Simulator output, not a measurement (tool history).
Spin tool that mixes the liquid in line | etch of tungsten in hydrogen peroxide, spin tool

run,hour,temperature setpoint of the liquid (C),concentration of hydrogen peroxide in the mixed liquid (% by weight),time under the liquid (s),thickness taken off the tungsten on a monitor wafer (Å)
1,0,55,22,15,191.69
2,6.1,55,25,15,204.62
3,12.5,55,29,15,220.39
4,15.2,56,29,15,233.88
# hour 18.3: thermometer replaced
5,18.3,56,30,15,224.4
6,21.6,56,30,15,222.59

The next listed run, before its measurement:
7,28.8,57.5,30,15,?

{"run 7": {"thickness taken off the tungsten on a monitor wafer (Å)": 243.36}}
